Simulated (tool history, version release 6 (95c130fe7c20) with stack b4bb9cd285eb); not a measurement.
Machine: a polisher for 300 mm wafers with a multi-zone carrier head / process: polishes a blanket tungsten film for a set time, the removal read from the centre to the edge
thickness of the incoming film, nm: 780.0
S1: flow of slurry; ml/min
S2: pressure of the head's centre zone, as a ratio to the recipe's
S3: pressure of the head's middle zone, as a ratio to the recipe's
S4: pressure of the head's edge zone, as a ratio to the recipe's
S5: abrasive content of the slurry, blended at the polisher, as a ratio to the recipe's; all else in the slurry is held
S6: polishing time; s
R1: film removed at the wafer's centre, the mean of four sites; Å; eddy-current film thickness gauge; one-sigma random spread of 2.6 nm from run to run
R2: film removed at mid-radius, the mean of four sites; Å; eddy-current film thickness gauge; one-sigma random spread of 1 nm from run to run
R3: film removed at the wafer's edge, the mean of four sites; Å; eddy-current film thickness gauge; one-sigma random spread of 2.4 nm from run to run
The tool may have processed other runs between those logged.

run,hour,S1,S2,S3,S4,S5,S6,R1,R2,R3
1,0,200,1,1,1,1,44,3062.2,3126.3,3235.2
2,2.5,200,1,0.96,1,1,44,2986.5,3016.1,3178.3
3,9.7,200,1,0.96,1.06,1,44,3058.5,3046.2,3324.2
4,14.5,200,1.01,0.95,1.01,0.9,41,2823.1,2703.6,2845.8
5,18.6,195,0.99,0.93,0.98,0.85,39,2583.2,2514.2,2682.1
# hour 19.4: edge zone pressure recalibrated
6,19.4,195,0.99,0.93,0.98,0.7,39,2526.7,2348.2,2422
7,24.9,190,0.98,0.92,0.96,0.65,37,2267.7,2150.6,2176.6

Estimate the outcome of run 8 from the log above:
8,27.7,185,0.98,0.91,0.94,0.6,36,?,?,?

Run 8 came out at R1 2100.5 Å, R2 2015.4 Å, R3 2108.8 Å.
